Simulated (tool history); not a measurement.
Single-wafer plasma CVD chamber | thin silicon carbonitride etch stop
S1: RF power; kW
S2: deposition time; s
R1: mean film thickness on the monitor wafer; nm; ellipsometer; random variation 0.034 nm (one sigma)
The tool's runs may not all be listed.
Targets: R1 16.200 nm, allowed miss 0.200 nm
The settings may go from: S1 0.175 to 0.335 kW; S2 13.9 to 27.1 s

run  hour     S1    S2      R1
  1   0.0  0.255  20.5  12.792
  2   6.3  0.285  20.5  13.210
  3  12.4  0.285  19.5  12.578
  4  20.5  0.295  20.3  13.162
  5  24.8  0.295  21.9  14.212
  6  27.3  0.315  21.9  14.553
  7  34.7  0.320  22.2  14.817
  8  39.7  0.320  22.2  14.779
  9  42.5  0.320  22.5  15.008
 10  48.7  0.320  22.7  15.125
 11  53.8  0.320  22.9  15.246
 12  60.3  0.320  23.1  15.409

4 next moves are on the table. One of them brings every result within its allowed miss. Which?
  A  66.8  0.335  24.7   ?
  B  66.8  0.310  24.5   ?
  C  66.8  0.285  22.4   ?
  D  66.8  0.330  23.2   ?

move      R1
   A  16.748
   B  16.253
   C  14.513
   D  15.664
A: takes the result that was furthest off past its target
B: meets every target
C: further off than the last run
D: nearer than the last run, and not there yet
Answer: B
